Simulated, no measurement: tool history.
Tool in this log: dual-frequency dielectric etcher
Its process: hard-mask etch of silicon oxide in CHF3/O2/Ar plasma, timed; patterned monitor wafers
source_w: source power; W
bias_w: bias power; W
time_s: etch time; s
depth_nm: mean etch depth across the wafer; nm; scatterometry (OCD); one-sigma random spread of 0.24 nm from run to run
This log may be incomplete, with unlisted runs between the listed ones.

{"run": 1, "hour": 0.0, "source_w": 870, "bias_w": 129, "time_s": 30.5, "depth_nm": 70.482}
{"run": 2, "hour": 1.7, "source_w": 830, "bias_w": 128, "time_s": 30.5, "depth_nm": 69.513}
{"run": 3, "hour": 10.3, "source_w": 830, "bias_w": 128, "time_s": 32.0, "depth_nm": 73.095}
{"run": 4, "hour": 18.1, "source_w": 790, "bias_w": 126, "time_s": 32.0, "depth_nm": 71.943}
{"run": 5, "hour": 23.8, "source_w": 760, "bias_w": 123, "time_s": 32.0, "depth_nm": 69.571}
{"run": 6, "hour": 25.4, "source_w": 760, "bias_w": 123, "time_s": 30.5, "depth_nm": 66.627}
{"run": 7, "hour": 27.2, "source_w": 740, "bias_w": 123, "time_s": 30.5, "depth_nm": 66.165}
{"run": 8, "hour": 28.0, "source_w": 720, "bias_w": 123, "time_s": 30.5, "depth_nm": 65.51}
{"run": 9, "hour": 32.6, "source_w": 700, "bias_w": 123, "time_s": 30.5, "depth_nm": 64.943}
{"run": 10, "hour": 36.9, "source_w": 680, "bias_w": 123, "time_s": 30.5, "depth_nm": 64.378}
{"run": 11, "hour": 44.7, "source_w": 680, "bias_w": 123, "time_s": 30.5, "depth_nm": 64.271}
{"run": 12, "hour": 48.9, "source_w": 670, "bias_w": 123, "time_s": 30.5, "depth_nm": 63.9}
{"run": 13, "hour": 50.4, "source_w": 660, "bias_w": 123, "time_s": 30.5, "depth_nm": 64.071}
{"run": 14, "hour": 52.7, "source_w": 650, "bias_w": 123, "time_s": 30.5, "depth_nm": 63.599}

Predict the results of run 15:
{"run": 15, "hour": 53.4, "source_w": 640, "bias_w": 123, "time_s": 30.5, "depth_nm": "?"}

{"run 15": {"depth_nm": 63.495}}
